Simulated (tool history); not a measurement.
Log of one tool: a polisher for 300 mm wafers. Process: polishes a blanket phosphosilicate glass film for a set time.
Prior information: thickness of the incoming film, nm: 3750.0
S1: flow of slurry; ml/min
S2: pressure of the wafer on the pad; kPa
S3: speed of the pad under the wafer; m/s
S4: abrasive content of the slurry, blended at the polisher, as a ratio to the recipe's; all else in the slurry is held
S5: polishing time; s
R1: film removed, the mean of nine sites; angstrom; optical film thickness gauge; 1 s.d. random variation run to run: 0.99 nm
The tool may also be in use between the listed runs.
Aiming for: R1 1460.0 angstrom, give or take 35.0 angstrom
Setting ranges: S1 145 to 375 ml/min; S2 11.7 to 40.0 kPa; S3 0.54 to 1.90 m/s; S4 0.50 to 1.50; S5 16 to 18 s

run 1 day=0.000 | S1=240 S2=25.5 S3=1.22 S4=1.00 S5=18 | R1=1866.2
run 2 day=0.262 | S1=240 S2=25.5 S3=1.22 S4=1.20 S5=18 | R1=2017.0
run 3 day=0.379 | S1=240 S2=25.5 S3=1.38 S4=1.20 S5=18 | R1=2202.9
run 4 day=0.404 | S1=235 S2=22.8 S3=1.38 S4=1.20 S5=18 | R1=1972.3
run 5 day=0.575 | S1=235 S2=22.8 S3=1.38 S4=1.20 S5=16 | R1=1758.1
run 6 day=0.754 | S1=235 S2=26.9 S3=1.38 S4=1.20 S5=16 | R1=2055.1
run 7 day=0.775 | S1=215 S2=24.8 S3=1.38 S4=1.20 S5=16 | R1=1867.6
run 8 day=1.150 | S1=195 S2=23.4 S3=1.38 S4=1.20 S5=16 | R1=1765.0
run 9 day=1.408 | S1=195 S2=17.9 S3=1.38 S4=1.20 S5=16 | R1=1363.7
run 10 day=1.575 | S1=210 S2=17.9 S3=1.38 S4=1.20 S5=16 | R1=1363.0
run 11 day=1.808 | S1=225 S2=17.9 S3=1.38 S4=1.20 S5=16 | R1=1372.4
run 12 day=1.938 | S1=235 S2=17.9 S3=1.38 S4=1.20 S5=16 | R1=1407.3

Exercise: of the 4 proposed moves below, exactly one satisfies all targets within the stated allowed misses. Which move is it?
run A day=2.067 | S1=175 S2=21.4 S3=0.86 S4=1.50 S5=18 | R1=?
run B day=2.067 | S1=225 S2=18.6 S3=1.44 S4=1.25 S5=17 | R1=?
run C day=2.067 | S1=210 S2=18.6 S3=1.38 S4=1.25 S5=17 | R1=?
run D day=2.067 | S1=200 S2=18.6 S3=1.50 S4=1.10 S5=17 | R1=?

move=A R1=1454.0
move=B R1=1599.6
move=C R1=1542.3
move=D R1=1536.9
A: every result within its allowed miss
B: the result that was furthest off in the last run now lies on the other side of its target
C: the result that was furthest off in the last run now lies on the other side of its target
D: the result that was furthest off in the last run now lies on the other side of its target
Move A is the one to make.
